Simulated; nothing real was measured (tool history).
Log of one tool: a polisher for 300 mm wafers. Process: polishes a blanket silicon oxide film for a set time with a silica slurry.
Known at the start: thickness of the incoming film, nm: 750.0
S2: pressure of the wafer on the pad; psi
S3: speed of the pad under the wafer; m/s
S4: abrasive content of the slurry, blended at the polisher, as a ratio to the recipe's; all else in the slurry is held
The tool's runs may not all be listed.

Run 1, hour 0: flow of slurry (ml/min) 235, S2 4.6 psi, S3 1.28 m/s, S4 1, polishing time (s) 34. Result: film removed (angstrom) 1296.7.
Run 2, hour 4: flow of slurry (ml/min) 205, S2 4.6 psi, S3 1.28 m/s, S4 1, polishing time (s) 34. Result: film removed (angstrom) 1307.2.
Run 3, hour 12.7: flow of slurry (ml/min) 205, S2 4.6 psi, S3 1.28 m/s, S4 0.85, polishing time (s) 34. Result: film removed (angstrom) 1220.3.
Run 4, hour 15.4: flow of slurry (ml/min) 205, S2 4.6 psi, S3 1.28 m/s, S4 0.75, polishing time (s) 34. Result: film removed (angstrom) 1152.9.
Run 5, hour 22.7: flow of slurry (ml/min) 205, S2 4.6 psi, S3 1.4 m/s, S4 0.75, polishing time (s) 34. Result: film removed (angstrom) 1252.5.
Run 6, hour 24.4: flow of slurry (ml/min) 205, S2 4.3 psi, S3 1.4 m/s, S4 0.75, polishing time (s) 34. Result: film removed (angstrom) 1181.7.
Run 7, hour 33.3: flow of slurry (ml/min) 205, S2 4.1 psi, S3 1.4 m/s, S4 0.75, polishing time (s) 34. Result: film removed (angstrom) 1117.6.
Run 8, hour 41.3: flow of slurry (ml/min) 205, S2 3.9 psi, S3 1.4 m/s, S4 0.75, polishing time (s) 34. Result: film removed (angstrom) 1082.6.
Run 9, hour 44.5: flow of slurry (ml/min) 205, S2 3.8 psi, S3 1.4 m/s, S4 0.75, polishing time (s) 34. Result: film removed (angstrom) 1071.4.
Run 10, hour 45.6: flow of slurry (ml/min) 205, S2 3.7 psi, S3 1.4 m/s, S4 0.75, polishing time (s) 34. Result: film removed (angstrom) 1049.9.
Run 11, hour 54.6: flow of slurry (ml/min) 205, S2 3.6 psi, S3 1.4 m/s, S4 0.75, polishing time (s) 34. Result: film removed (angstrom) 1041.2.

Forecast run 12:
Run 12, hour 61.7: flow of slurry (ml/min) 205, S2 3.5 psi, S3 1.4 m/s, S4 0.75, polishing time (s) 34. Result: film removed (angstrom) ?.

Run 12 gave film removed (angstrom) 1000.1.
